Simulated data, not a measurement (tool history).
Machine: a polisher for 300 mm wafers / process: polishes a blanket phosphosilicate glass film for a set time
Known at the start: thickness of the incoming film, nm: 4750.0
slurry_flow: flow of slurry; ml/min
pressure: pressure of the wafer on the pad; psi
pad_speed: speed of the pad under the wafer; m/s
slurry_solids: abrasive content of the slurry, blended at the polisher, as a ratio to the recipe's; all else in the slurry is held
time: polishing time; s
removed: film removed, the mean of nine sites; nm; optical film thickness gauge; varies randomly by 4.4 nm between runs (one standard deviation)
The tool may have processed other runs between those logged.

Run 1, hour 0.0: slurry_flow 125 ml/min, pressure 3.6 psi, pad_speed 1.18 m/s, slurry_solids 1.0, time 42 s. Result: removed 465.09 nm.
Run 2, hour 1.8: slurry_flow 125 ml/min, pressure 4.0 psi, pad_speed 1.18 m/s, slurry_solids 1.0, time 42 s. Result: removed 517.35 nm.
Run 3, hour 7.7: slurry_flow 135 ml/min, pressure 4.1 psi, pad_speed 1.18 m/s, slurry_solids 1.0, time 42 s. Result: removed 528.94 nm.
Run 4, hour 10.1: slurry_flow 150 ml/min, pressure 4.1 psi, pad_speed 1.18 m/s, slurry_solids 1.0, time 42 s. Result: removed 549.65 nm.
Run 5, hour 12.0: slurry_flow 165 ml/min, pressure 4.1 psi, pad_speed 1.18 m/s, slurry_solids 1.0, time 42 s. Result: removed 549.34 nm.
Run 6, hour 19.8: slurry_flow 165 ml/min, pressure 4.1 psi, pad_speed 1.18 m/s, slurry_solids 1.0, time 37 s. Result: removed 488.88 nm.
Run 7, hour 27.9: slurry_flow 190 ml/min, pressure 5.1 psi, pad_speed 1.18 m/s, slurry_solids 1.0, time 37 s. Result: removed 619.82 nm.
Run 8, hour 34.7: slurry_flow 190 ml/min, pressure 5.1 psi, pad_speed 1.18 m/s, slurry_solids 1.0, time 37 s. Result: removed 609.35 nm.
Run 9, hour 39.2: slurry_flow 190 ml/min, pressure 5.1 psi, pad_speed 1.18 m/s, slurry_solids 1.0, time 37 s. Result: removed 615.87 nm.
Run 10, hour 46.7: slurry_flow 190 ml/min, pressure 5.2 psi, pad_speed 1.18 m/s, slurry_solids 1.0, time 37 s. Result: removed 630.45 nm.
Run 11, hour 47.3: slurry_flow 190 ml/min, pressure 5.3 psi, pad_speed 1.18 m/s, slurry_solids 1.0, time 37 s. Result: removed 639.71 nm.

Run 12, settings as shown, results not yet in. Your forecast:
Run 12, hour 50.1: slurry_flow 190 ml/min, pressure 5.4 psi, pad_speed 1.18 m/s, slurry_solids 1.0, time 37 s. Result: removed ?.

{"run 12": {"removed": 649.7}}
